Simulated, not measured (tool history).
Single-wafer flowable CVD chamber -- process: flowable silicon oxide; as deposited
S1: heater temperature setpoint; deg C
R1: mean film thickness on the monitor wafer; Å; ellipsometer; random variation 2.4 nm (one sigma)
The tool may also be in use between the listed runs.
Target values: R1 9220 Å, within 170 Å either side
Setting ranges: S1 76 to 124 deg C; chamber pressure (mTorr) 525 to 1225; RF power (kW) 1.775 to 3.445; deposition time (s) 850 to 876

{"run": 1, "day": 0.0, "S1": 100, "chamber pressure (mTorr)": 875, "RF power (kW)": 2.61, "deposition time (s)": 850, "R1": 6239.8}
{"run": 2, "day": 0.271, "S1": 100, "chamber pressure (mTorr)": 875, "RF power (kW)": 2.61, "deposition time (s)": 876, "R1": 6439.3}
{"run": 3, "day": 0.433, "S1": 100, "chamber pressure (mTorr)": 979, "RF power (kW)": 2.61, "deposition time (s)": 876, "R1": 7143.6}
{"run": 4, "day": 0.8, "S1": 100, "chamber pressure (mTorr)": 979, "RF power (kW)": 2.875, "deposition time (s)": 876, "R1": 7179.1}
{"run": 5, "day": 1.15, "S1": 100, "chamber pressure (mTorr)": 979, "RF power (kW)": 2.875, "deposition time (s)": 876, "R1": 7220.4}
{"run": 6, "day": 1.388, "S1": 96, "chamber pressure (mTorr)": 979, "RF power (kW)": 2.875, "deposition time (s)": 876, "R1": 8115.9}
{"run": 7, "day": 1.471, "S1": 95, "chamber pressure (mTorr)": 979, "RF power (kW)": 2.875, "deposition time (s)": 876, "R1": 8385.3}
{"run": 8, "day": 1.729, "S1": 93, "chamber pressure (mTorr)": 979, "RF power (kW)": 2.875, "deposition time (s)": 876, "R1": 8868.4}

Which one of the following 4 next-run settings gets every result inside its allowed miss? There is exactly one.
{"run": "A", "day": 1.988, "S1": 96, "chamber pressure (mTorr)": 1008, "RF power (kW)": 2.995, "deposition time (s)": 876, "R1": "?"}
{"run": "B", "day": 1.988, "S1": 95, "chamber pressure (mTorr)": 1007, "RF power (kW)": 2.925, "deposition time (s)": 850, "R1": "?"}
{"run": "C", "day": 1.988, "S1": 94, "chamber pressure (mTorr)": 1022, "RF power (kW)": 3.02, "deposition time (s)": 850, "R1": "?"}
{"run": "D", "day": 1.988, "S1": 83, "chamber pressure (mTorr)": 771, "RF power (kW)": 2.65, "deposition time (s)": 861, "R1": "?"}

move=A R1=8339.1
move=B R1=8320
move=C R1=8717.7
move=D R1=9154.1
A: moves away from the targets compared with the last run
B: moves away from the targets compared with the last run
C: moves away from the targets compared with the last run
D: in spec on every target
The move that meets every target is D.
